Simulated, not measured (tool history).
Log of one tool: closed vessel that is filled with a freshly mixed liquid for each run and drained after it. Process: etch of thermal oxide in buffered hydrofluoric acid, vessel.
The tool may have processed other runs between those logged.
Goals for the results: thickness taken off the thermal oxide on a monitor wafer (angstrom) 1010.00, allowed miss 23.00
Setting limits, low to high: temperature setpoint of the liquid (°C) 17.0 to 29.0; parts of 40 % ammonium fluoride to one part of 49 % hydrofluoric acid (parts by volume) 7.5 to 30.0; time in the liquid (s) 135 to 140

run	hour	temperature setpoint of the liquid (°C)	parts of 40 % ammonium fluoride to one part of 49 % hydrofluoric acid (parts by volume)	time in the liquid (s)	thickness taken off the thermal oxide on a monitor wafer (angstrom)
1	0.0	21.0	22.0	135	568.21
2	9.0	21.0	25.5	135	517.62
3	15.8	23.5	23.0	135	634.71
4	17.9	25.5	21.0	135	757.18
5	22.2	28.0	21.0	135	873.31
6	30.7	28.0	21.0	140	897.33
7	36.5	28.5	20.5	140	945.13
# hour 44.5: hydrofluoric acid flow meter replaced
8	44.5	29.0	19.0	140	1073.00
9	45.5	28.5	19.0	140	1040.60

Which of these 4 next moves meets every target?
A	46.5	26.0	16.5	140	?
B	46.5	26.5	17.0	140	?
C	46.5	29.0	20.5	135	?
D	46.5	26.0	16.5	135	?

move	thickness taken off the thermal oxide on a monitor wafer (angstrom)
A	1063.00
B	1060.40
C	979.30
D	1025.00
A: further off than the last run
B: further off than the last run
C: pushes the last run's worst result past its target
D: all results land within tolerance of their targets
So the answer is move D, the one that meets all the targets.

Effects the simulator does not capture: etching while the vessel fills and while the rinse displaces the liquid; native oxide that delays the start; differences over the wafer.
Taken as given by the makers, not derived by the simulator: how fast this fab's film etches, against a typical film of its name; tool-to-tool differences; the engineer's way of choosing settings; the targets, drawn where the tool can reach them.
